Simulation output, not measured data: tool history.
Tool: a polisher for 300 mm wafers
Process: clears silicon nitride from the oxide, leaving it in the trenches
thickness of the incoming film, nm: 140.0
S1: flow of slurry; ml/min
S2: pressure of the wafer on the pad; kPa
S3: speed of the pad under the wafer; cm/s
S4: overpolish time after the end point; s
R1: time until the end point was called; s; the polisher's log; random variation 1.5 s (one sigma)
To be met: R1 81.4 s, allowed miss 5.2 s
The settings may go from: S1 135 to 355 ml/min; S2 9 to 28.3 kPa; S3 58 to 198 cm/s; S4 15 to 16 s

run 1 day=0 | S1=225 S2=18.6 S3=128 S4=15 | R1=131.15
run 2 day=0.162 | S1=170 S2=18.6 S3=128 S4=15 | R1=137.04
run 3 day=0.317 | S1=170 S2=18.6 S3=138 S4=15 | R1=130.48
run 4 day=0.417 | S1=170 S2=18.6 S3=120 S4=15 | R1=150.17
run 5 day=0.725 | S1=175 S2=20 S3=122 S4=15 | R1=131.39
run 6 day=0.75 | S1=215 S2=20 S3=122 S4=15 | R1=126.55
run 7 day=0.933 | S1=220 S2=20.7 S3=122 S4=15 | R1=125.26
run 8 day=1.267 | S1=220 S2=22.1 S3=124 S4=15 | R1=113.16
run 9 day=1.325 | S1=220 S2=22.8 S3=124 S4=15 | R1=110.71
run 10 day=1.662 | S1=220 S2=23.4 S3=126 S4=15 | R1=111.21
run 11 day=1.712 | S1=225 S2=24.1 S3=130 S4=15 | R1=103.88
run 12 day=1.812 | S1=225 S2=24.8 S3=132 S4=15 | R1=102.09
run 13 day=1.846 | S1=225 S2=24.8 S3=132 S4=15 | R1=99.489
run 14 day=1.888 | S1=225 S2=25.5 S3=134 S4=15 | R1=96.592

4 next moves are on the table. One of them brings every result within its allowed miss. Which?
run A day=1.929 | S1=245 S2=28.3 S3=104 S4=15 | R1=?
run B day=1.929 | S1=250 S2=24.1 S3=142 S4=15 | R1=?
run C day=1.929 | S1=270 S2=21.4 S3=126 S4=16 | R1=?
run D day=1.929 | S1=230 S2=28.3 S3=142 S4=15 | R1=?

move=A R1=104.97
move=B R1=93.507
move=C R1=114.72
move=D R1=81.551
A: further off than the last run
B: nearer than the last run, and not there yet
C: further off than the last run
D: meets every target
Move D is the one to make.
